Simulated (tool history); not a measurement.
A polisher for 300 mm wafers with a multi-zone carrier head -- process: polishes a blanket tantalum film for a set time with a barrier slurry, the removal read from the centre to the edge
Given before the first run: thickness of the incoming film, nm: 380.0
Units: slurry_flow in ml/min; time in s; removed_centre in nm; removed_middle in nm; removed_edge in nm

run 1 hour=0.0 | slurry_flow=145 centre_zone=1.00 middle_zone=1.00 edge_zone=1.00 slurry_solids=1.00 time=35 | removed_centre=34.207 removed_middle=35.902 removed_edge=34.382
run 2 hour=3.2 | slurry_flow=135 centre_zone=0.97 middle_zone=0.98 edge_zone=1.00 slurry_solids=1.00 time=35 | removed_centre=31.924 removed_middle=33.800 removed_edge=33.600
run 3 hour=9.3 | slurry_flow=125 centre_zone=0.95 middle_zone=0.98 edge_zone=1.01 slurry_solids=1.00 time=35 | removed_centre=30.532 removed_middle=33.216 removed_edge=33.525
run 4 hour=15.4 | slurry_flow=125 centre_zone=0.95 middle_zone=0.98 edge_zone=1.01 slurry_solids=1.00 time=29 | removed_centre=25.962 removed_middle=27.603 removed_edge=27.812
run 5 hour=23.5 | slurry_flow=125 centre_zone=0.95 middle_zone=0.98 edge_zone=1.01 slurry_solids=1.00 time=24 | removed_centre=21.732 removed_middle=22.523 removed_edge=22.815
run 6 hour=25.5 | slurry_flow=140 centre_zone=0.95 middle_zone=0.98 edge_zone=1.01 slurry_solids=1.00 time=24 | removed_centre=22.233 removed_middle=23.334 removed_edge=23.430
run 7 hour=29.2 | slurry_flow=150 centre_zone=0.94 middle_zone=0.99 edge_zone=1.05 slurry_solids=1.15 time=24 | removed_centre=23.933 removed_middle=25.254 removed_edge=25.326

Expected results for the next run?
run 8 hour=33.1 | slurry_flow=185 centre_zone=0.84 middle_zone=0.98 edge_zone=1.15 slurry_solids=1.40 time=26 | removed_centre=? removed_middle=? removed_edge=?

{"run 8": {"removed_centre": 25.558, "removed_middle": 29.902, "removed_edge": 31.447}}

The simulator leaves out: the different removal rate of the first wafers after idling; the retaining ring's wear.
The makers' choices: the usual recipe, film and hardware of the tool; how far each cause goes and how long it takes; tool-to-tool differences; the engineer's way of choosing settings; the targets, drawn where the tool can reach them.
